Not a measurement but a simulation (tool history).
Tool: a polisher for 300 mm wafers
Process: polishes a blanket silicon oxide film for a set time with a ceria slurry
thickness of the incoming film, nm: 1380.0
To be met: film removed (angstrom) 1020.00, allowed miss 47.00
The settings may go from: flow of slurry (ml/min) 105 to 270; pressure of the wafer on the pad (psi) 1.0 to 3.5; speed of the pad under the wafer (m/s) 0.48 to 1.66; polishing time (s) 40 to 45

run	day	flow of slurry (ml/min)	pressure of the wafer on the pad (psi)	speed of the pad under the wafer (m/s)	polishing time (s)	film removed (angstrom)
1	0.000	175	2.2	1.06	45	1418.90
2	0.233	175	2.2	1.06	40	1240.20
3	0.433	175	2.1	1.06	40	1178.50
4	0.683	175	2.5	1.06	40	1416.00
5	0.967	175	2.5	1.06	40	1389.40
6	1.183	175	2.5	1.22	40	1601.40
7	1.371	175	2.2	1.20	40	1401.50
8	1.625	175	2.0	1.20	40	1286.60
9	1.725	170	1.4	1.18	40	919.00
10	2.071	175	1.4	1.18	40	926.82
11	2.267	175	1.4	1.18	40	917.79

4 next moves are on the table. One of them brings every result within its allowed miss. Which?
A	2.462	155	1.1	1.34	44	?
B	2.462	170	1.3	1.14	45	?
C	2.462	200	1.4	1.02	41	?
D	2.462	155	1.2	1.34	45	?

move	film removed (angstrom)
A	905.57
B	920.68
C	815.12
D	997.31
A: further off than the last run
B: as far off as the last run
C: further off than the last run
D: meets every target
Answer: D
